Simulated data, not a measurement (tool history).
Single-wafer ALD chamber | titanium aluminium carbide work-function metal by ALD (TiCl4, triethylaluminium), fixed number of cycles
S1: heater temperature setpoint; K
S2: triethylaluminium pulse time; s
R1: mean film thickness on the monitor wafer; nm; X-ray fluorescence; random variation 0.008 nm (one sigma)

Run 1, hour 0: S1 593.15 K, S2 14.02 s. Result: R1 1.9121 nm.
Run 2, hour 3.2: S1 597.15 K, S2 14.02 s. Result: R1 1.9515 nm.
Run 3, hour 6.4: S1 587.15 K, S2 10.96 s. Result: R1 1.809 nm.
Run 4, hour 8.9: S1 581.15 K, S2 9.91 s. Result: R1 1.7195 nm.
Run 5, hour 11.1: S1 581.15 K, S2 7.41 s. Result: R1 1.4774 nm.
Run 6, hour 19.4: S1 571.15 K, S2 7.41 s. Result: R1 1.4065 nm.
Run 7, hour 22.4: S1 577.15 K, S2 7.56 s. Result: R1 1.482 nm.
Run 8, hour 31.3: S1 581.15 K, S2 7.69 s. Result: R1 1.5284 nm.
Run 9, hour 36.1: S1 584.15 K, S2 7.79 s. Result: R1 1.5743 nm.

Run 10 comes next. What will it give?
Run 10, hour 39.5: S1 585.15 K, S2 7.83 s. Result: R1 ?.

{"run 10": {"R1": 1.5651}}
